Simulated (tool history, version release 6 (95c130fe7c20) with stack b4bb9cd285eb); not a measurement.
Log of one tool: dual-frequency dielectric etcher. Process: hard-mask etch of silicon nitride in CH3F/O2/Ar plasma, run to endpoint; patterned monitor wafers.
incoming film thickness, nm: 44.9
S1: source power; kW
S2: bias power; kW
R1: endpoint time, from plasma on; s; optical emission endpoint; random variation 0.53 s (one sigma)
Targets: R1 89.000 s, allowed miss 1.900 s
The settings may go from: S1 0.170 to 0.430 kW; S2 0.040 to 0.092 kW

Run 1, hour 0.0: S1 0.300 kW, S2 0.066 kW. Result: R1 77.174 s.
Run 2, hour 7.1: S1 0.280 kW, S2 0.065 kW. Result: R1 79.928 s.
Run 3, hour 14.3: S1 0.280 kW, S2 0.058 kW. Result: R1 83.763 s.
Run 4, hour 20.1: S1 0.280 kW, S2 0.062 kW. Result: R1 81.640 s.
Run 5, hour 26.1: S1 0.270 kW, S2 0.062 kW. Result: R1 83.740 s.
Run 6, hour 31.6: S1 0.310 kW, S2 0.062 kW. Result: R1 77.800 s.
Run 7, hour 32.5: S1 0.300 kW, S2 0.062 kW. Result: R1 79.456 s.
Run 8, hour 35.8: S1 0.290 kW, S2 0.062 kW. Result: R1 81.196 s.
Run 9, hour 41.2: S1 0.280 kW, S2 0.062 kW. Result: R1 81.013 s.
Run 10, hour 48.2: S1 0.280 kW, S2 0.062 kW. Result: R1 81.635 s.
Run 11, hour 52.1: S1 0.270 kW, S2 0.062 kW. Result: R1 82.773 s.
Run 12, hour 58.3: S1 0.260 kW, S2 0.062 kW. Result: R1 84.616 s.
Run 13, hour 63.7: S1 0.250 kW, S2 0.062 kW. Result: R1 85.773 s.
Run 14, hour 72.7: S1 0.240 kW, S2 0.062 kW. Result: R1 86.629 s.

4 next moves are on the table. One of them brings every result within its allowed miss. Which?
Run A, hour 81.7: S1 0.220 kW, S2 0.053 kW. Result: R1 ?.
Run B, hour 81.7: S1 0.240 kW, S2 0.068 kW. Result: R1 ?.
Run C, hour 81.7: S1 0.220 kW, S2 0.057 kW. Result: R1 ?.
Run D, hour 81.7: S1 0.230 kW, S2 0.060 kW. Result: R1 ?.

move      R1
   A  95.215
   B  83.807
   C  92.765
   D  89.336
A: takes the result that was furthest off past its target
B: further off than the last run
C: takes the result that was furthest off past its target
D: meets every target
Answer: D

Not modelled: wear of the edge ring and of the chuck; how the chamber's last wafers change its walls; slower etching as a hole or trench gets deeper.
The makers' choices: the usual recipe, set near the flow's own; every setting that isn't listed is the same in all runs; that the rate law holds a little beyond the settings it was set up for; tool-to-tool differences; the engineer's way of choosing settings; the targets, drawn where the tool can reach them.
